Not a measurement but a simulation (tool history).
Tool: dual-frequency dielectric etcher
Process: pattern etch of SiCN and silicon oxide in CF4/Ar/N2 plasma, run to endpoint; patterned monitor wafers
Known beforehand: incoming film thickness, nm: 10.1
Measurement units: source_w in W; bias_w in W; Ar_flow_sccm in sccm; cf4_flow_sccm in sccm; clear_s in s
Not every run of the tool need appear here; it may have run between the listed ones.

run 1 hour=0 | source_w=540 bias_w=94 Ar_flow_sccm=83 cf4_flow_sccm=53 | clear_s=8.8978
run 2 hour=1.3 | source_w=500 bias_w=94 Ar_flow_sccm=83 cf4_flow_sccm=53 | clear_s=9.562
run 3 hour=9.7 | source_w=500 bias_w=94 Ar_flow_sccm=83 cf4_flow_sccm=61 | clear_s=9.2339
run 4 hour=14 | source_w=520 bias_w=94 Ar_flow_sccm=83 cf4_flow_sccm=61 | clear_s=9.0157
run 5 hour=19.7 | source_w=530 bias_w=94 Ar_flow_sccm=83 cf4_flow_sccm=61 | clear_s=8.976
run 6 hour=24.6 | source_w=540 bias_w=94 Ar_flow_sccm=83 cf4_flow_sccm=61 | clear_s=8.7216
run 7 hour=31 | source_w=550 bias_w=94 Ar_flow_sccm=83 cf4_flow_sccm=61 | clear_s=8.6007
run 8 hour=36.6 | source_w=560 bias_w=94 Ar_flow_sccm=83 cf4_flow_sccm=61 | clear_s=8.5462
run 9 hour=37.8 | source_w=570 bias_w=94 Ar_flow_sccm=83 cf4_flow_sccm=61 | clear_s=8.4093

Run 10 has not been measured yet. What should we expect?
run 10 hour=45.5 | source_w=580 bias_w=94 Ar_flow_sccm=83 cf4_flow_sccm=61 | clear_s=?

{"run 10": {"clear_s": 8.4021}}

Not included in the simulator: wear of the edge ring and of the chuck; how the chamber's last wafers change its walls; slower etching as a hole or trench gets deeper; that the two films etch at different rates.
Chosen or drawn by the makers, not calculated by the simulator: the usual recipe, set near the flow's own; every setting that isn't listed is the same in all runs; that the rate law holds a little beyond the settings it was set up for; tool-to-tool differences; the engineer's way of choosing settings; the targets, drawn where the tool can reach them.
